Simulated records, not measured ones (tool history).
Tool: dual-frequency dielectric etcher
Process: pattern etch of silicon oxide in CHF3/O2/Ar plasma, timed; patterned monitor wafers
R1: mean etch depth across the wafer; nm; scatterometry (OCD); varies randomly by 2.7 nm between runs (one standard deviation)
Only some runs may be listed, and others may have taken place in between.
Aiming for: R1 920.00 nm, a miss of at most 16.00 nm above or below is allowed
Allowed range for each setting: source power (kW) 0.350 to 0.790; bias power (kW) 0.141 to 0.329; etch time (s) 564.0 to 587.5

run 1 hour=0.0 | source_power_(kW)=0.570 bias_power_(kW)=0.235 etch_time_(s)=564.0 | R1=1072.80
run 2 hour=5.7 | source_power_(kW)=0.570 bias_power_(kW)=0.235 etch_time_(s)=564.0 | R1=1064.60
run 3 hour=6.6 | source_power_(kW)=0.550 bias_power_(kW)=0.233 etch_time_(s)=564.0 | R1=1053.20
run 4 hour=15.1 | source_power_(kW)=0.530 bias_power_(kW)=0.231 etch_time_(s)=564.0 | R1=1041.00
run 5 hour=22.7 | source_power_(kW)=0.510 bias_power_(kW)=0.228 etch_time_(s)=564.0 | R1=1018.00
run 6 hour=28.6 | source_power_(kW)=0.590 bias_power_(kW)=0.228 etch_time_(s)=564.0 | R1=1064.30
run 7 hour=35.6 | source_power_(kW)=0.480 bias_power_(kW)=0.203 etch_time_(s)=564.0 | R1=955.05
run 8 hour=38.1 | source_power_(kW)=0.470 bias_power_(kW)=0.203 etch_time_(s)=564.0 | R1=949.59
run 9 hour=43.8 | source_power_(kW)=0.460 bias_power_(kW)=0.203 etch_time_(s)=564.0 | R1=944.13

Below are 4 possible settings for the next run. Only one of them brings all results inside the allowed miss of their targets. Which is it?
run A hour=49.5 | source_power_(kW)=0.440 bias_power_(kW)=0.192 etch_time_(s)=572.5 | R1=?
run B hour=49.5 | source_power_(kW)=0.400 bias_power_(kW)=0.220 etch_time_(s)=577.5 | R1=?
run C hour=49.5 | source_power_(kW)=0.470 bias_power_(kW)=0.200 etch_time_(s)=575.0 | R1=?
run D hour=49.5 | source_power_(kW)=0.560 bias_power_(kW)=0.188 etch_time_(s)=570.5 | R1=?

move=A R1=921.05
move=B R1=955.47
move=C R1=958.76
move=D R1=978.26
A: hits every target within its allowed miss
B: misses by more than the last run did
C: misses by more than the last run did
D: misses by more than the last run did
Correct choice: A, which meets every target
